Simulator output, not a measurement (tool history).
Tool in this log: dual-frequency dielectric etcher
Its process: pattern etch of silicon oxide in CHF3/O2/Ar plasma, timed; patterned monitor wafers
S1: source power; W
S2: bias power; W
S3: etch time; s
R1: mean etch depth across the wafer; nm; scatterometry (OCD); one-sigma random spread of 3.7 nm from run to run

run 1 hour=0 | S1=490 S2=195 S3=723 | R1=1262.2
run 2 hour=4.2 | S1=450 S2=185 S3=723 | R1=1213.7
run 3 hour=12.8 | S1=370 S2=185 S3=723 | R1=1153.7
run 4 hour=16.1 | S1=370 S2=185 S3=756.5 | R1=1206.1
run 5 hour=25 | S1=370 S2=202 S3=756.5 | R1=1237.5
run 6 hour=27.8 | S1=350 S2=189 S3=748 | R1=1186.7

The next listed run, before its measurement:
run 7 hour=29.2 | S1=340 S2=179 S3=741.5 | R1=?

Run 7 yielded R1 1147.4 nm.
